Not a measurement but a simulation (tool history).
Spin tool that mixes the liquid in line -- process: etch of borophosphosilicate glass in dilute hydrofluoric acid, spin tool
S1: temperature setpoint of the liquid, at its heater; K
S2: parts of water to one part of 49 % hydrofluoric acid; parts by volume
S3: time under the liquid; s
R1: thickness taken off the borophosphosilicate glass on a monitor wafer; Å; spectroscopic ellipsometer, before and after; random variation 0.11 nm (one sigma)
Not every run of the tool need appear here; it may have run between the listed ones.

run,hour,S1,S2,S3,R1
1,0.0,299.15,230,95,263.92
2,0.8,297.65,240,95,234.18
3,3.6,297.65,205,95,280.92
4,4.2,297.65,255,95,214.62
5,11.5,296.65,255,95,208.74
6,14.0,296.65,290,95,176.09

The next listed run, before its measurement:
7,17.4,296.15,290,95,?

R1: 173.02 Å
